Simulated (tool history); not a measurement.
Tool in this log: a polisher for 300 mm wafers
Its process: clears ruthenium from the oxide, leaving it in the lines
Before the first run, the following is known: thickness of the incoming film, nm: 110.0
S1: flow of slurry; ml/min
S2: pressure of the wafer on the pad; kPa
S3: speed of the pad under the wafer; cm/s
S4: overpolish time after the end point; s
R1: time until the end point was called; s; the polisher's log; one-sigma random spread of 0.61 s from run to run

run 1 hour=0.0 | S1=245 S2=15.9 S3=122 S4=30 | R1=58.675
run 2 hour=5.6 | S1=270 S2=15.9 S3=122 S4=30 | R1=59.249
run 3 hour=6.7 | S1=270 S2=15.9 S3=122 S4=33 | R1=59.001
run 4 hour=10.5 | S1=315 S2=15.9 S3=122 S4=33 | R1=56.917
run 5 hour=17.7 | S1=315 S2=15.9 S3=104 S4=33 | R1=66.534
run 6 hour=24.4 | S1=315 S2=17.9 S3=106 S4=33 | R1=56.918

Run 7, settings as shown, results not yet in. Your forecast:
run 7 hour=25.5 | S1=315 S2=19.3 S3=106 S4=33 | R1=?

Run 7 yielded R1 55.120 s.
